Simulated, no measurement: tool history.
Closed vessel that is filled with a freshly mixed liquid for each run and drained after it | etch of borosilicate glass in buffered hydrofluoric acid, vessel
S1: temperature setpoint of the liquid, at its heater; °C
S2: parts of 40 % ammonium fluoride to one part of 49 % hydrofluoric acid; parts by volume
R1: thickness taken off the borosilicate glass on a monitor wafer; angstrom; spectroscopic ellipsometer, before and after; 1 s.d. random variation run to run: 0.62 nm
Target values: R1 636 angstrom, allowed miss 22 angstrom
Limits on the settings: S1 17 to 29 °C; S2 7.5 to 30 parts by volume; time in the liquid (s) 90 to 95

{"run": 1, "day": 0.0, "S1": 21, "S2": 22, "time in the liquid (s)": 90, "R1": 470.98}
{"run": 2, "day": 0.204, "S1": 22, "S2": 22, "time in the liquid (s)": 90, "R1": 482.62}
{"run": 3, "day": 0.321, "S1": 18.5, "S2": 22, "time in the liquid (s)": 90, "R1": 393.72}
{"run": 4, "day": 0.512, "S1": 18.5, "S2": 22, "time in the liquid (s)": 90, "R1": 402.37}
{"run": 5, "day": 0.838, "S1": 18.5, "S2": 19, "time in the liquid (s)": 90, "R1": 444.54}
{"run": 6, "day": 1.142, "S1": 18.5, "S2": 19, "time in the liquid (s)": 90, "R1": 452.52}
{"run": 7, "day": 1.333, "S1": 20, "S2": 19, "time in the liquid (s)": 90, "R1": 488.25}
{"run": 8, "day": 1.392, "S1": 21, "S2": 19, "time in the liquid (s)": 90, "R1": 522.56}
{"run": 9, "day": 1.492, "S1": 21, "S2": 19, "time in the liquid (s)": 90, "R1": 513.37}
{"run": 10, "day": 1.717, "S1": 22, "S2": 19, "time in the liquid (s)": 90, "R1": 543}
{"run": 11, "day": 1.758, "S1": 22.5, "S2": 19, "time in the liquid (s)": 90, "R1": 563.82}
{"run": 12, "day": 2.117, "S1": 23, "S2": 19, "time in the liquid (s)": 90, "R1": 576.94}
{"run": 13, "day": 2.179, "S1": 23.5, "S2": 19, "time in the liquid (s)": 90, "R1": 584.04}
{"run": 14, "day": 2.25, "S1": 24, "S2": 19, "time in the liquid (s)": 90, "R1": 609.52}

Exactly one of the 4 candidate moves below puts every result within its allowed miss. Which one?
{"run": "A", "day": 2.321, "S1": 22, "S2": 16.5, "time in the liquid (s)": 90, "R1": "?"}
{"run": "B", "day": 2.321, "S1": 23, "S2": 19, "time in the liquid (s)": 90, "R1": "?"}
{"run": "C", "day": 2.321, "S1": 25, "S2": 21.5, "time in the liquid (s)": 90, "R1": "?"}
{"run": "D", "day": 2.321, "S1": 24, "S2": 20, "time in the liquid (s)": 90, "R1": "?"}

move=A R1=621.85
move=B R1=570.75
move=C R1=574.6
move=D R1=572.52
A: every result lands within tolerance
B: moves away from the targets compared with the last run
C: moves away from the targets compared with the last run
D: moves away from the targets compared with the last run
Correct choice: A, which meets every target
